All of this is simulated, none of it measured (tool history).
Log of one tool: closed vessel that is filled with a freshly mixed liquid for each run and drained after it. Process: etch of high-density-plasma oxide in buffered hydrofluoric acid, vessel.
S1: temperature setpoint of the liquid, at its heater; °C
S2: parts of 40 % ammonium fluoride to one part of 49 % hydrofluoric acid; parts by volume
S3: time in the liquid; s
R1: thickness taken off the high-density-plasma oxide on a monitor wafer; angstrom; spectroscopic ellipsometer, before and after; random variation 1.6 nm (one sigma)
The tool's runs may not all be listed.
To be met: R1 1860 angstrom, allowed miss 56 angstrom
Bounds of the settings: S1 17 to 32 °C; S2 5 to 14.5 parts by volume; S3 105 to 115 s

run	hour	S1	S2	S3	R1
1	0	24	9	105	1596.7
2	2.7	24.5	9	105	1642.9
3	11.9	25	9	105	1689.1
4	14.1	25.5	9	105	1722.4
5	22.8	23	9	105	1517.8
6	26.6	23.5	9	105	1567.4
7	27.7	24	9	105	1600.1
8	34	24.5	9	105	1614.3
9	42.7	25	9	105	1687.6
10	44.3	25.5	9	105	1710.5
11	48.8	26	9	105	1777.7
# hour 52.5: thermometer replaced
12	52.5	26.5	9	105	1614.1
13	60.9	26.5	8.5	105	1763

5 next moves are on the table. One of them brings every result within its allowed miss. Which?
A	69.3	28	9	105	?
B	69.3	26	8.5	105	?
C	69.3	27.5	9	105	?
D	69.3	26.5	10	115	?
E	69.3	28.5	10	115	?

move	R1
A	1750.1
B	1673.3
C	1704.2
D	1656
E	1842.2
A: further off than the last run
B: further off than the last run
C: further off than the last run
D: further off than the last run
E: meets every target
Answer: E
